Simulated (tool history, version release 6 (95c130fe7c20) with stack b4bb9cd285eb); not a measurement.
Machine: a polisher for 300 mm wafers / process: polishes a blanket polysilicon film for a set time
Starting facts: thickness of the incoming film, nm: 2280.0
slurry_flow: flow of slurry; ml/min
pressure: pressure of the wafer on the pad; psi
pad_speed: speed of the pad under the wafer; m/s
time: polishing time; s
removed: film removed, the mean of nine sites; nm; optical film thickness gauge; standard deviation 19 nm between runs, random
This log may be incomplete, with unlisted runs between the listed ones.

| run | hour | slurry_flow | pressure | pad_speed | time | removed |
|---|---|---|---|---|---|---|
| 1 | 0.0 | 135 | 3.1 | 1.18 | 82 | 983.07 |
| 2 | 7.3 | 125 | 3.1 | 1.18 | 82 | 951.05 |
| 3 | 11.8 | 125 | 2.6 | 1.18 | 82 | 791.12 |
| 4 | 13.0 | 150 | 2.6 | 1.18 | 82 | 818.10 |
| 5 | 18.6 | 150 | 2.9 | 1.18 | 82 | 922.79 |
| 6 | 27.6 | 150 | 3.1 | 1.18 | 82 | 981.02 |
| 7 | 34.6 | 165 | 4.0 | 1.22 | 82 | 1321.30 |
| 8 | 39.9 | 165 | 4.1 | 1.22 | 82 | 1340.50 |
| 9 | 42.5 | 165 | 4.2 | 1.22 | 82 | 1387.00 |
| 10 | 48.2 | 165 | 4.3 | 1.22 | 82 | 1417.10 |
| 11 | 56.1 | 165 | 4.4 | 1.22 | 82 | 1404.30 |
| 12 | 60.6 | 165 | 4.4 | 1.22 | 82 | 1456.50 |

Expected results for the next run?
| 13 | 64.3 | 165 | 4.5 | 1.22 | 82 | ? |

{"run 13": {"removed": 1436.4}}
